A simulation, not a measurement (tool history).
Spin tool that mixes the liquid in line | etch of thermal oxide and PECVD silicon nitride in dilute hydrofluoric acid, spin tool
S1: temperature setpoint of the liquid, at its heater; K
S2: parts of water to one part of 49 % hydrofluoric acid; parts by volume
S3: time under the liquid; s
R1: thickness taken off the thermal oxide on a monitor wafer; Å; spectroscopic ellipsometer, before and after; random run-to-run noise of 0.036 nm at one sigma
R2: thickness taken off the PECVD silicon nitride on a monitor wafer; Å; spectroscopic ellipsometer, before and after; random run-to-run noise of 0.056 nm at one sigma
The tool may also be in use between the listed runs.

run	hour	S1	S2	S3	R1	R2
1	0.0	297.15	65	65	59.119	38.898
2	3.2	298.15	65	65	61.703	42.664
3	7.5	298.65	65	65	63.000	43.184
4	9.1	298.65	75	65	54.095	37.394
5	17.3	299.15	75	65	55.142	39.232
6	19.1	299.65	70	65	60.248	42.982

What will run 7 give?
7	23.3	300.15	70	65	?	?

{"run 7": {"R1": 62.32, "R2": 43.665}}

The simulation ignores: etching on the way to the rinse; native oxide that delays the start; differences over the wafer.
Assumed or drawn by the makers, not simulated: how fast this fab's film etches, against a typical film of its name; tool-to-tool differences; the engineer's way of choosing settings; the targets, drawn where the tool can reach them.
